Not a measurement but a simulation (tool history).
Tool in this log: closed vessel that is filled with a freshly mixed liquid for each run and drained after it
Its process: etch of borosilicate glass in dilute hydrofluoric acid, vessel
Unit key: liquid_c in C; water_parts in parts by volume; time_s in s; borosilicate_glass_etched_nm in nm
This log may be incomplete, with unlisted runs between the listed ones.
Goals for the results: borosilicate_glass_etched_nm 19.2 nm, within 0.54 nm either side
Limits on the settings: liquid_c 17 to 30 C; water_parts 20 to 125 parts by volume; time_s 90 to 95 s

run	day	liquid_c	water_parts	time_s	borosilicate_glass_etched_nm
1	0	22	70	90	34.644
2	0.038	20.5	75	90	29.545
3	0.167	19.5	80	90	26.385
4	0.525	19.5	90	90	23.656
5	0.821	23	90	90	27.104
6	0.979	21.5	90	90	25.594
7	1.267	20.5	90	90	24.656
8	1.388	19.5	90	90	23.204
9	1.458	19	90	90	23.218

Which of these 4 next moves meets every target?
A	1.529	19.5	100	90	?
B	1.529	22.5	120	90	?
C	1.529	17	90	90	?
D	1.529	20.5	80	90	?

move	borosilicate_glass_etched_nm
A	21.264
B	19.56
C	21.511
D	28.338
A: nearer the targets than the last run, but a result is still out of spec
B: meets every target
C: nearer the targets than the last run, but a result is still out of spec
D: the biggest miss grows against the last run
Go with B: it meets all targets.

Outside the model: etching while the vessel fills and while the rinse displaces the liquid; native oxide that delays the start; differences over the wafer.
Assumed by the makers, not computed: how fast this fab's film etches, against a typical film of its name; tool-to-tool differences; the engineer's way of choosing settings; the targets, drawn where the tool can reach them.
